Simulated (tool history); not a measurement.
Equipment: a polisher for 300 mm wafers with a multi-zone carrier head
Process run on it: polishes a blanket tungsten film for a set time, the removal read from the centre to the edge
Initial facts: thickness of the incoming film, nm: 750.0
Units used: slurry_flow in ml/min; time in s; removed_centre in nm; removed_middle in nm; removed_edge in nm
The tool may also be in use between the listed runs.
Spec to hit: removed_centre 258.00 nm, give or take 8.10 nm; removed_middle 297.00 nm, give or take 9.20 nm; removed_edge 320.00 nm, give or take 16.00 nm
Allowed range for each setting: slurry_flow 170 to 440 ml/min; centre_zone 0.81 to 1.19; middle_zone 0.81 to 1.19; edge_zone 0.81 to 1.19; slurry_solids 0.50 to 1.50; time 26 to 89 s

| run | hour | slurry_flow | centre_zone | middle_zone | edge_zone | slurry_solids | time | removed_centre | removed_middle | removed_edge |
|---|---|---|---|---|---|---|---|---|---|---|
| 1 | 0.0 | 280 | 1.00 | 1.00 | 1.00 | 1.00 | 57 | 246.64 | 247.64 | 247.90 |
| 2 | 0.7 | 280 | 1.00 | 1.00 | 1.00 | 1.00 | 43 | 184.25 | 185.22 | 185.44 |
| 3 | 6.6 | 275 | 0.98 | 1.00 | 1.03 | 1.10 | 46 | 198.28 | 205.39 | 209.64 |
| 4 | 8.2 | 275 | 0.98 | 1.00 | 1.03 | 1.10 | 56 | 241.93 | 247.66 | 246.42 |
| 5 | 11.9 | 275 | 0.95 | 0.99 | 1.06 | 1.15 | 57 | 240.56 | 249.19 | 262.92 |
| 6 | 15.4 | 280 | 0.94 | 1.00 | 1.08 | 1.20 | 57 | 243.39 | 255.80 | 272.01 |
| 7 | 20.5 | 290 | 0.93 | 1.02 | 1.10 | 1.25 | 57 | 242.78 | 261.02 | 269.42 |
| 8 | 22.4 | 285 | 0.92 | 1.02 | 1.11 | 1.30 | 58 | 240.85 | 267.95 | 282.16 |
| 9 | 24.5 | 285 | 0.92 | 1.02 | 1.12 | 1.35 | 58 | 248.64 | 274.54 | 287.12 |
| 10 | 27.0 | 285 | 0.91 | 1.02 | 1.13 | 1.40 | 58 | 245.18 | 276.10 | 297.29 |
| 11 | 35.2 | 285 | 0.91 | 1.02 | 1.14 | 1.40 | 58 | 246.06 | 272.21 | 295.90 |

4 candidate next runs follow, results not yet known. Just one meets every target within its allowed miss. Identify it.
| A | 43.4 | 340 | 0.85 | 0.97 | 1.09 | 1.30 | 65 | ? | ? | ? |
| B | 43.4 | 270 | 0.95 | 1.04 | 1.19 | 1.35 | 63 | ? | ? | ? |
| C | 43.4 | 295 | 0.92 | 1.19 | 1.12 | 1.25 | 57 | ? | ? | ? |
| D | 43.4 | 265 | 0.86 | 0.91 | 1.19 | 1.45 | 68 | ? | ? | ? |

| move | removed_centre | removed_middle | removed_edge |
|---|---|---|---|
| A | 257.42 | 298.11 | 317.91 |
| B | 276.00 | 301.44 | 320.38 |
| C | 239.78 | 299.82 | 277.13 |
| D | 273.15 | 298.82 | 351.58 |
A: every result within its allowed miss
B: gets the furthest-off result to its target, but another result is out of tolerance
C: gets the furthest-off result to its target, but another result is out of tolerance
D: gets the furthest-off result to its target, but another result is out of tolerance
A is the move that brings every result within its allowed miss.

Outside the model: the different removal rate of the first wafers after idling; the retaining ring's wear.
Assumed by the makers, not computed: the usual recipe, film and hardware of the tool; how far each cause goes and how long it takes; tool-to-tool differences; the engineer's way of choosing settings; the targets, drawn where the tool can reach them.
